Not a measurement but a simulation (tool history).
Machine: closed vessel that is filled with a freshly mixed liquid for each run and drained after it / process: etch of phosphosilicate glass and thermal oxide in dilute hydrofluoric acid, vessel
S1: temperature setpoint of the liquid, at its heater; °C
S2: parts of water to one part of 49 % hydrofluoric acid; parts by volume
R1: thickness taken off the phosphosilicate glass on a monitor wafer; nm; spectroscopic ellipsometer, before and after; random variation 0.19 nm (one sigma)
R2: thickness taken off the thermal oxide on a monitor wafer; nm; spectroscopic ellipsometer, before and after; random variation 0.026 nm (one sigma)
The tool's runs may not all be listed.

run 1 hour=0.0 | S1=25.0 S2=80 time_in_the_liquid_(s)=60 | R1=53.969 R2=3.6172
run 2 hour=4.3 | S1=25.0 S2=80 time_in_the_liquid_(s)=50 | R1=45.092 R2=3.0223
run 3 hour=13.2 | S1=24.5 S2=80 time_in_the_liquid_(s)=50 | R1=44.057 R2=2.9151
run 4 hour=22.4 | S1=24.5 S2=80 time_in_the_liquid_(s)=35 | R1=31.098 R2=2.0569
run 5 hour=27.0 | S1=26.0 S2=80 time_in_the_liquid_(s)=35 | R1=32.926 R2=2.1650
run 6 hour=29.7 | S1=24.5 S2=80 time_in_the_liquid_(s)=35 | R1=30.963 R2=2.0723
run 7 hour=36.4 | S1=26.0 S2=80 time_in_the_liquid_(s)=35 | R1=32.704 R2=2.1669
run 8 hour=37.7 | S1=27.5 S2=80 time_in_the_liquid_(s)=35 | R1=34.855 R2=2.2777

Run 9 is up next; what results do you expect?
run 9 hour=45.4 | S1=31.5 S2=75 time_in_the_liquid_(s)=35 | R1=? R2=?

{"run 9": {"R1": 43.714, "R2": 2.9563}}
